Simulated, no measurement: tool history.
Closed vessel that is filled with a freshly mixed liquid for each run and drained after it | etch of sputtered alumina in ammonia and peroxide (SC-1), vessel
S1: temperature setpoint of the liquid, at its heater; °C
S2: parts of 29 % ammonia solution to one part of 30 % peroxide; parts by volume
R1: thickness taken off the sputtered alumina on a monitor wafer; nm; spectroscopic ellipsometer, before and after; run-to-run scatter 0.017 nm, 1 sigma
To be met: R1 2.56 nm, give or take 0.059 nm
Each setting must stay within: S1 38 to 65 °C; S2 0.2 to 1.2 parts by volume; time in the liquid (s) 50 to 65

run 1 hour=0 | S1=49 S2=0.7 time_in_the_liquid_(s)=65 | R1=3.3214
run 2 hour=4.9 | S1=48 S2=0.7 time_in_the_liquid_(s)=65 | R1=3.1941
run 3 hour=9.2 | S1=47 S2=0.7 time_in_the_liquid_(s)=65 | R1=2.9796
run 4 hour=10.9 | S1=46.5 S2=0.7 time_in_the_liquid_(s)=65 | R1=2.9125
run 5 hour=13.7 | S1=46.5 S2=0.95 time_in_the_liquid_(s)=65 | R1=2.9845
run 6 hour=16.5 | S1=46 S2=0.95 time_in_the_liquid_(s)=65 | R1=2.8958
run 7 hour=24.1 | S1=45.5 S2=0.95 time_in_the_liquid_(s)=65 | R1=2.8595
run 8 hour=30.4 | S1=45 S2=0.95 time_in_the_liquid_(s)=65 | R1=2.7648
run 9 hour=38.6 | S1=44.5 S2=0.95 time_in_the_liquid_(s)=65 | R1=2.6691

Which of these 5 next moves meets every target?
run A hour=46.8 | S1=45.5 S2=0.95 time_in_the_liquid_(s)=65 | R1=?
run B hour=46.8 | S1=49.5 S2=1 time_in_the_liquid_(s)=50 | R1=?
run C hour=46.8 | S1=44 S2=1.15 time_in_the_liquid_(s)=65 | R1=?
run D hour=46.8 | S1=44.5 S2=0.85 time_in_the_liquid_(s)=65 | R1=?
run E hour=46.8 | S1=48.5 S2=0.9 time_in_the_liquid_(s)=50 | R1=?

move=A R1=2.8519
move=B R1=2.7576
move=C R1=2.6663
move=D R1=2.6655
move=E R1=2.583
A: misses by more than the last run did
B: misses by more than the last run did
C: no better and no worse than the last run
D: no better and no worse than the last run
E: every result lands within tolerance
Correct choice: E, which meets every target
